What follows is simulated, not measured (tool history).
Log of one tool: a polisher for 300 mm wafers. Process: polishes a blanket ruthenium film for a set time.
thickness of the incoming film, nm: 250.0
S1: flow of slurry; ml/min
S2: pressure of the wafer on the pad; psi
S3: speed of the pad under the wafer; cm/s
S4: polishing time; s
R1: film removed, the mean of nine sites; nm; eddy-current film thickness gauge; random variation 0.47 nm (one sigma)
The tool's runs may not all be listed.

run,hour,S1,S2,S3,S4,R1
1,0,200,1.7,76,79,47.887
2,4.4,200,1.7,58,79,40.328
3,8.7,205,1.9,58,79,43.651
4,9.8,205,2.1,58,79,47.209
5,11.9,210,2.2,58,79,49.46
# hour 14.6: slurry nozzle cleaned
6,14.6,240,2.2,58,79,52.606
7,22.6,255,2.3,58,79,55.114

The next listed run, before its measurement:
8,23.7,265,2.4,58,79,?

R1: 57.323 nm
